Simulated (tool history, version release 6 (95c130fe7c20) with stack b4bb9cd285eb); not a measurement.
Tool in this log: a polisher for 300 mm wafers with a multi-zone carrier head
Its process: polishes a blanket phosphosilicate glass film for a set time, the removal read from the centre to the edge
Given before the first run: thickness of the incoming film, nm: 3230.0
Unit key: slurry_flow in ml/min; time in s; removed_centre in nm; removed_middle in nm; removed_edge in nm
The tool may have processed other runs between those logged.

run	day	slurry_flow	centre_zone	middle_zone	edge_zone	slurry_solids	time	removed_centre	removed_middle	removed_edge
1	0.000	280	1.00	1.00	1.00	1.00	65	457.91	464.21	451.02
2	0.229	280	1.00	1.00	1.00	1.15	65	501.75	486.23	478.76
3	0.433	280	1.00	1.00	0.96	1.15	65	499.81	488.83	470.08
4	0.725	245	1.00	1.00	0.96	1.15	65	490.15	475.31	459.39
5	0.938	240	0.99	0.98	0.95	1.05	62	438.61	430.54	417.18
6	1.146	240	0.94	0.98	0.95	1.05	62	414.74	436.79	424.16
7	1.504	235	0.94	0.96	0.95	1.00	59	383.10	397.43	393.10
8	1.862	230	0.94	0.94	0.94	0.95	57	358.40	365.58	370.96
9	2.212	215	0.88	0.86	0.84	0.70	39	201.65	204.76	207.49

What does the tool deliver on the next run?
10	2.454	220	0.88	0.86	0.85	0.70	39	?	?	?

{"run 10": {"removed_centre": 200.51, "removed_middle": 201.2, "removed_edge": 209.85}}
